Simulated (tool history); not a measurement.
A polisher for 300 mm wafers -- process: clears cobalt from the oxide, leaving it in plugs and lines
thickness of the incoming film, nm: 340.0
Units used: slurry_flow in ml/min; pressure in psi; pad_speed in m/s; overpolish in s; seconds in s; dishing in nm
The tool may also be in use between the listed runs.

{"run": 1, "hour": 0.0, "slurry_flow": 225, "pressure": 2.0, "pad_speed": 1.28, "overpolish": 24, "seconds": 55.955, "dishing": 65.719}
{"run": 2, "hour": 7.9, "slurry_flow": 225, "pressure": 2.4, "pad_speed": 1.28, "overpolish": 24, "seconds": 45.037, "dishing": 68.638}
{"run": 3, "hour": 10.7, "slurry_flow": 225, "pressure": 2.4, "pad_speed": 1.06, "overpolish": 24, "seconds": 55.096, "dishing": 68.91}
{"run": 4, "hour": 18.5, "slurry_flow": 225, "pressure": 2.8, "pad_speed": 1.06, "overpolish": 24, "seconds": 48.14, "dishing": 68.05}
{"hour": 23.5, "done": "slurry nozzle cleaned"}
{"run": 5, "hour": 23.5, "slurry_flow": 225, "pressure": 2.3, "pad_speed": 1.06, "overpolish": 24, "seconds": 56.884, "dishing": 66.147}
{"run": 6, "hour": 25.3, "slurry_flow": 195, "pressure": 1.8, "pad_speed": 1.26, "overpolish": 18, "seconds": 61.109, "dishing": 60.016}

For run 7, what comes out?
{"run": 7, "hour": 34.3, "slurry_flow": 175, "pressure": 1.5, "pad_speed": 1.38, "overpolish": 14, "seconds": "?", "dishing": "?"}

Logged for run 7: seconds 67.923 s, dishing 49.531 nm.
